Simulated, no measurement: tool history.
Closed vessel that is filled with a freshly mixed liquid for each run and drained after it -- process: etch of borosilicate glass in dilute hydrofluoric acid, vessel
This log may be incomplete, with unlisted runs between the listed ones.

| run | day | temperature setpoint of the liquid (K) | parts of water to one part of 49 % hydrofluoric acid (parts by volume) | time in the liquid (s) | thickness taken off the borosilicate glass on a monitor wafer (Å) |
|---|---|---|---|---|---|
| 1 | 0 | 294.15 | 150 | 515 | 674.06 |
| 2 | 0.104 | 294.15 | 150 | 555 | 740.4 |
| 3 | 0.171 | 294.15 | 150 | 515 | 671.93 |
| 4 | 0.242 | 292.65 | 160 | 515 | 586.37 |
| 5 | 0.567 | 294.65 | 160 | 515 | 640.86 |
| 6 | 0.788 | 294.65 | 110 | 515 | 981.15 |

What does the tool deliver on the next run?
| 7 | 1.1 | 293.15 | 135 | 515 | ? |

Logged for run 7: thickness taken off the borosilicate glass on a monitor wafer (Å) 745.4.
